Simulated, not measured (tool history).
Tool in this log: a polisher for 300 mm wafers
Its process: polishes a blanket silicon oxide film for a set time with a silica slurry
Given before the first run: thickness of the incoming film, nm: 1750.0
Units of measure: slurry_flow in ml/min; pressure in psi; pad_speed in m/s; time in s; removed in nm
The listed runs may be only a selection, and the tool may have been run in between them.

{"run": 1, "hour": 0.0, "slurry_flow": 215, "pressure": 3.0, "pad_speed": 1.16, "slurry_solids": 1.0, "time": 59, "removed": 102.13}
{"run": 2, "hour": 4.0, "slurry_flow": 215, "pressure": 3.0, "pad_speed": 1.0, "slurry_solids": 1.0, "time": 59, "removed": 93.952}
{"run": 3, "hour": 9.9, "slurry_flow": 215, "pressure": 3.0, "pad_speed": 1.0, "slurry_solids": 1.0, "time": 59, "removed": 94.654}
{"run": 4, "hour": 13.3, "slurry_flow": 220, "pressure": 3.2, "pad_speed": 1.06, "slurry_solids": 1.0, "time": 59, "removed": 104.59}
{"run": 5, "hour": 15.0, "slurry_flow": 220, "pressure": 3.2, "pad_speed": 1.3, "slurry_solids": 1.0, "time": 59, "removed": 117.56}
{"run": 6, "hour": 15.9, "slurry_flow": 220, "pressure": 3.2, "pad_speed": 1.14, "slurry_solids": 1.0, "time": 59, "removed": 107.16}
{"run": 7, "hour": 19.2, "slurry_flow": 220, "pressure": 3.4, "pad_speed": 1.2, "slurry_solids": 1.0, "time": 59, "removed": 116.72}
{"run": 8, "hour": 22.3, "slurry_flow": 225, "pressure": 3.6, "pad_speed": 1.26, "slurry_solids": 1.0, "time": 59, "removed": 125.37}

For run 9, what comes out?
{"run": 9, "hour": 23.7, "slurry_flow": 225, "pressure": 3.7, "pad_speed": 1.32, "slurry_solids": 1.0, "time": 59, "removed": "?"}

Run 9 came out at removed 128.740 nm.
